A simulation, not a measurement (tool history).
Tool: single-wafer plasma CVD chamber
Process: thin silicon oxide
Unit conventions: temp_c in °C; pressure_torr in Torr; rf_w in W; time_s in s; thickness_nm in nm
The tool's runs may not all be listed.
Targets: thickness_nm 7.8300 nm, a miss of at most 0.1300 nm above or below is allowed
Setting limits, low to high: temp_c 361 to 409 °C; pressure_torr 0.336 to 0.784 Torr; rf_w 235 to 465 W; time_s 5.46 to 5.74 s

run	hour	temp_c	pressure_torr	rf_w	time_s	thickness_nm
1	0.0	385	0.560	350	5.74	8.5424
2	5.6	385	0.550	350	5.74	8.5152
3	9.9	385	0.540	350	5.74	8.2876
4	13.2	394	0.540	350	5.74	8.2788
5	16.8	394	0.540	370	5.74	8.4760
# hour 19.4: RF generator calibrated
6	19.4	403	0.540	370	5.74	8.6546
7	26.4	402	0.529	370	5.74	8.4874
8	33.1	401	0.520	370	5.74	8.3360

Next run, 5 choices. One meets every target within its allowed miss, the rest don't. Which?
A	39.8	403	0.496	360	5.67	?
B	39.8	409	0.542	405	5.74	?
C	39.8	408	0.498	360	5.46	?
D	39.8	402	0.504	360	5.74	?
E	39.8	399	0.576	375	5.74	?

move	thickness_nm
A	7.8865
B	8.9914
C	7.6003
D	8.1034
E	9.2989
A: every result lands within tolerance
B: misses by more than the last run did
C: takes the result that was furthest off past its target
D: closes in on the targets versus the last run, not all within tolerance yet
E: misses by more than the last run did
The right move is A.
